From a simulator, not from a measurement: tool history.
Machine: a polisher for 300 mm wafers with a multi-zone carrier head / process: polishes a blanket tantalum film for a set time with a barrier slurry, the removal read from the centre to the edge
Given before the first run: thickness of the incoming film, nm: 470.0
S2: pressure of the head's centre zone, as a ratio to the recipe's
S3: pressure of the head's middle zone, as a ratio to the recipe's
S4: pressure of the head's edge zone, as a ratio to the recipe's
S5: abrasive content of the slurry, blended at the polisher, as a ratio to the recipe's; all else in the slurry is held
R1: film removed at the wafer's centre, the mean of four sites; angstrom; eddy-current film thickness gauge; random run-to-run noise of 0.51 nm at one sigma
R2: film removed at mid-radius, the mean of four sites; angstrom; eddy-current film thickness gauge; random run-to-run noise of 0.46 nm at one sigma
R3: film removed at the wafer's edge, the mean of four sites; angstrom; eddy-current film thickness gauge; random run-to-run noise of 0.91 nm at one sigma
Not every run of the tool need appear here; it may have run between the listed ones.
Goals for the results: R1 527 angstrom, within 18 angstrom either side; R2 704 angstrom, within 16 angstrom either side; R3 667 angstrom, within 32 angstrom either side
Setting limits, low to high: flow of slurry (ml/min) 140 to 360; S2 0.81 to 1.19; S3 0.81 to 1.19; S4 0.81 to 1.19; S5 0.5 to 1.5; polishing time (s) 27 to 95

Run 1, hour 0: flow of slurry (ml/min) 230, S2 1, S3 1, S4 1, S5 1, polishing time (s) 61. Result: R1 631.89 angstrom, R2 643.98 angstrom, R3 635.28 angstrom.
Run 2, hour 4.4: flow of slurry (ml/min) 230, S2 0.95, S3 1.03, S4 1.02, S5 1, polishing time (s) 61. Result: R1 596.78 angstrom, R2 649.99 angstrom, R3 629.44 angstrom.
Run 3, hour 9.4: flow of slurry (ml/min) 230, S2 0.95, S3 1.03, S4 1.02, S5 1, polishing time (s) 68. Result: R1 670.29 angstrom, R2 735 angstrom, R3 729.27 angstrom.
Run 4, hour 11.1: flow of slurry (ml/min) 215, S2 0.91, S3 1.05, S4 1.02, S5 0.95, polishing time (s) 68. Result: R1 613.6 angstrom, R2 728.16 angstrom, R3 708.29 angstrom.
Run 5, hour 13.1: flow of slurry (ml/min) 215, S2 0.91, S3 1.05, S4 1.02, S5 0.95, polishing time (s) 81. Result: R1 731.9 angstrom, R2 864.67 angstrom, R3 854.73 angstrom.
Run 6, hour 16.2: flow of slurry (ml/min) 165, S2 0.91, S3 1.05, S4 1.02, S5 0.95, polishing time (s) 81. Result: R1 711.97 angstrom, R2 828.07 angstrom, R3 803 angstrom.
Run 7, hour 21.3: flow of slurry (ml/min) 165, S2 0.88, S3 1.05, S4 1, S5 0.8, polishing time (s) 80. Result: R1 654.27 angstrom, R2 796.15 angstrom, R3 782.6 angstrom.
Run 8, hour 24.9: flow of slurry (ml/min) 160, S2 0.87, S3 1.06, S4 0.98, S5 0.7, polishing time (s) 78. Result: R1 605.06 angstrom, R2 758.61 angstrom, R3 714.97 angstrom.

Of the 4 settings listed for the next run, only one would bring every result within its allowed miss of target. Which one?
Run A, hour 28.5: flow of slurry (ml/min) 235, S2 0.82, S3 1.08, S4 1.02, S5 0.5, polishing time (s) 71. Result: R1 ?, R2 ?, R3 ?.
Run B, hour 28.5: flow of slurry (ml/min) 140, S2 1, S3 1.01, S4 0.96, S5 0.55, polishing time (s) 79. Result: R1 ?, R2 ?, R3 ?.
Run C, hour 28.5: flow of slurry (ml/min) 165, S2 0.82, S3 1.19, S4 0.89, S5 0.85, polishing time (s) 71. Result: R1 ?, R2 ?, R3 ?.
Run D, hour 28.5: flow of slurry (ml/min) 150, S2 0.97, S3 1.16, S4 0.89, S5 0.75, polishing time (s) 77. Result: R1 ?, R2 ?, R3 ?.

move      R1      R2      R3
   A  528.87   706.4  665.28
   B  661.59  690.26  685.61
   C  545.19  796.07  654.99
   D     671   810.4     686
A: every result lands within tolerance
B: lands further from the targets than the last run did
C: lands further from the targets than the last run did
D: lands further from the targets than the last run did
The move that meets every target is A.
